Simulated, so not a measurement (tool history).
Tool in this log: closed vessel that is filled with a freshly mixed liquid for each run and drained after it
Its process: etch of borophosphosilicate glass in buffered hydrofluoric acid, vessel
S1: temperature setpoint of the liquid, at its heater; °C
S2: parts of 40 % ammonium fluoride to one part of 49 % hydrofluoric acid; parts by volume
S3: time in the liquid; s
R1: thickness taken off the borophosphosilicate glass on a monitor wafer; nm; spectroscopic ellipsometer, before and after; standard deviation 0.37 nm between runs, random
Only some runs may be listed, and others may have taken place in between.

run 1 day=0 | S1=21 S2=14.5 S3=85 | R1=51.595
run 2 day=0.133 | S1=24 S2=14.5 S3=85 | R1=60.374
run 3 day=0.404 | S1=22 S2=14.5 S3=85 | R1=54.535
run 4 day=0.538 | S1=25.5 S2=14.5 S3=85 | R1=65.733
run 5 day=0.717 | S1=25.5 S2=14.5 S3=90 | R1=70.091
run 6 day=0.904 | S1=22.5 S2=15 S3=90 | R1=57.5

Predict the results of run 7:
run 7 day=0.946 | S1=20.5 S2=15 S3=90 | R1=?

{"run 7": {"R1": 51.175}}

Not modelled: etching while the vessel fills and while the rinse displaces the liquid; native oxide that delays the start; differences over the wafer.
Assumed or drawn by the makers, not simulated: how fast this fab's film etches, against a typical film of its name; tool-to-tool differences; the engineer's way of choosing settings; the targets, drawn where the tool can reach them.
